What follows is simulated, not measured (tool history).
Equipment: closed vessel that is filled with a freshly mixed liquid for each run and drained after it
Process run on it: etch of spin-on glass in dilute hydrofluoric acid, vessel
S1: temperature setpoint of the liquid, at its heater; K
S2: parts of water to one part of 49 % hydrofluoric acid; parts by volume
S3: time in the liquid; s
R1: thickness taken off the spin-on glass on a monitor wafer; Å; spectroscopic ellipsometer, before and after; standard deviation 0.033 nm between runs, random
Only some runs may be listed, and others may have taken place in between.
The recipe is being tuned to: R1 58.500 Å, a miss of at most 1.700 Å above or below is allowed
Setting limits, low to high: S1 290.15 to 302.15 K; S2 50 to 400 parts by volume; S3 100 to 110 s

Run 1, hour 0.0: S1 294.15 K, S2 225 parts by volume, S3 100 s. Result: R1 89.318 Å.
Run 2, hour 6.5: S1 293.15 K, S2 235 parts by volume, S3 100 s. Result: R1 80.611 Å.
Run 3, hour 8.8: S1 293.15 K, S2 235 parts by volume, S3 100 s. Result: R1 81.405 Å.
Run 4, hour 18.1: S1 290.65 K, S2 235 parts by volume, S3 100 s. Result: R1 73.738 Å.
Run 5, hour 25.4: S1 290.65 K, S2 245 parts by volume, S3 100 s. Result: R1 69.756 Å.
Run 6, hour 33.7: S1 290.65 K, S2 245 parts by volume, S3 110 s. Result: R1 77.290 Å.
Run 7, hour 36.9: S1 290.65 K, S2 255 parts by volume, S3 110 s. Result: R1 72.786 Å.
Run 8, hour 46.2: S1 290.65 K, S2 255 parts by volume, S3 110 s. Result: R1 72.811 Å.
Run 9, hour 53.5: S1 290.65 K, S2 265 parts by volume, S3 110 s. Result: R1 70.236 Å.
Run 10, hour 55.2: S1 290.65 K, S2 270 parts by volume, S3 110 s. Result: R1 68.243 Å.
Run 11, hour 63.2: S1 290.65 K, S2 275 parts by volume, S3 110 s. Result: R1 67.152 Å.

Which one of the following 4 next-run settings gets every result inside its allowed miss? There is exactly one.
Run A, hour 71.2: S1 291.65 K, S2 260 parts by volume, S3 105 s. Result: R1 ?.
Run B, hour 71.2: S1 290.15 K, S2 290 parts by volume, S3 110 s. Result: R1 ?.
Run C, hour 71.2: S1 291.65 K, S2 305 parts by volume, S3 105 s. Result: R1 ?.
Run D, hour 71.2: S1 290.65 K, S2 290 parts by volume, S3 110 s. Result: R1 ?.

move      R1
   A  70.777
   B  61.179
   C  58.000
   D  62.351
A: misses by more than the last run did
B: closer than the last run, but not yet in spec
C: every result lands within tolerance
D: closer than the last run, but not yet in spec
C meets every target.
